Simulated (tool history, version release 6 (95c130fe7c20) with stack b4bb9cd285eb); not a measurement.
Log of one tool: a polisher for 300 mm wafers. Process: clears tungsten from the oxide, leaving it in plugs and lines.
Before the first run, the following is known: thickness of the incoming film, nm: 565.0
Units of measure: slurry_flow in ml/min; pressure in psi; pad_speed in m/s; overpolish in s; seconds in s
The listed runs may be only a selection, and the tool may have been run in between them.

run  hour  slurry_flow  pressure  pad_speed  slurry_solids  overpolish  seconds
  1     0          160       2.7       1.28              1          29   127.42
  2   1.4          160       3.1       1.28              1          29   112.33
  3   2.6          155         3       1.28              1          29    116.9
  4   7.7          150       2.9       1.28              1          29   120.39
  5  11.1          150       2.8       1.28              1          29   124.81
  6  12.1          150       2.8       1.28           0.85          29   128.55
  7  17.2          150       2.8       1.28           0.85          29   127.59
  8  25.1          150       2.7       1.28           0.85          29   135.11

Predict the results of run 9:
  9  33.9          150       2.6       1.28           0.85          29        ?

{"run 9": {"seconds": 139.93}}

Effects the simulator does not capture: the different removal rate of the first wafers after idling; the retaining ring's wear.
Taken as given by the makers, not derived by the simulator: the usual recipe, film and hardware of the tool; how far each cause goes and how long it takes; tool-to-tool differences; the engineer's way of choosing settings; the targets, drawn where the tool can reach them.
